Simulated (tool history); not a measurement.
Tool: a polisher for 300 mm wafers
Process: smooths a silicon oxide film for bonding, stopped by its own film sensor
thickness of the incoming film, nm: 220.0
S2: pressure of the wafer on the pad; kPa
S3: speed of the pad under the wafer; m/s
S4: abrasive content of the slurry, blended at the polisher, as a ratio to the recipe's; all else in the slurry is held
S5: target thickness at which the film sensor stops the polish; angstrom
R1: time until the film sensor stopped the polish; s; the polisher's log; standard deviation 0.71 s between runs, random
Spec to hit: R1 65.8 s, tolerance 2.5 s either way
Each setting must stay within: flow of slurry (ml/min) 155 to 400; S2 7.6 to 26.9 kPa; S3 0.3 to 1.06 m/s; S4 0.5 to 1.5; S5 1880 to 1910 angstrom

run 1 day=0 | flow_of_slurry_(ml/min)=255 S2=17.2 S3=0.68 S4=1 S5=1880 | R1=53.37
run 2 day=0.117 | flow_of_slurry_(ml/min)=255 S2=16.5 S3=0.68 S4=1 S5=1880 | R1=56.221
run 3 day=0.233 | flow_of_slurry_(ml/min)=255 S2=16.5 S3=0.8 S4=1 S5=1880 | R1=51.672
run 4 day=0.325 | flow_of_slurry_(ml/min)=255 S2=15.9 S3=0.8 S4=1 S5=1880 | R1=52.089
run 5 day=0.421 | flow_of_slurry_(ml/min)=255 S2=15.9 S3=0.88 S4=1 S5=1880 | R1=49.76
run 6 day=0.475 | flow_of_slurry_(ml/min)=255 S2=15.2 S3=0.88 S4=1 S5=1880 | R1=52.041
run 7 day=0.529 | flow_of_slurry_(ml/min)=255 S2=14.5 S3=0.88 S4=1 S5=1880 | R1=54.944
run 8 day=0.671 | flow_of_slurry_(ml/min)=255 S2=13.1 S3=0.88 S4=1 S5=1880 | R1=59.262
run 9 day=1.029 | flow_of_slurry_(ml/min)=255 S2=12.4 S3=0.88 S4=1 S5=1880 | R1=61.4

Next run, 5 choices. One meets every target within its allowed miss, the rest don't. Which?
run A day=1.388 | flow_of_slurry_(ml/min)=225 S2=11 S3=0.94 S4=1.15 S5=1900 | R1=?
run B day=1.388 | flow_of_slurry_(ml/min)=260 S2=11 S3=0.8 S4=1.05 S5=1890 | R1=?
run C day=1.388 | flow_of_slurry_(ml/min)=190 S2=9.7 S3=0.86 S4=1.05 S5=1910 | R1=?
run D day=1.388 | flow_of_slurry_(ml/min)=275 S2=9 S3=1.02 S4=1.1 S5=1910 | R1=?
run E day=1.388 | flow_of_slurry_(ml/min)=250 S2=11 S3=0.9 S4=0.95 S5=1880 | R1=?

move=A R1=60.824
move=B R1=71.721
move=C R1=75.759
move=D R1=67.762
move=E R1=72.584
A: its largest miss is bigger than the last run's
B: pushes the last run's worst result past its target
C: pushes the last run's worst result past its target
D: each result inside its tolerance
E: pushes the last run's worst result past its target
Move D is the one to make.
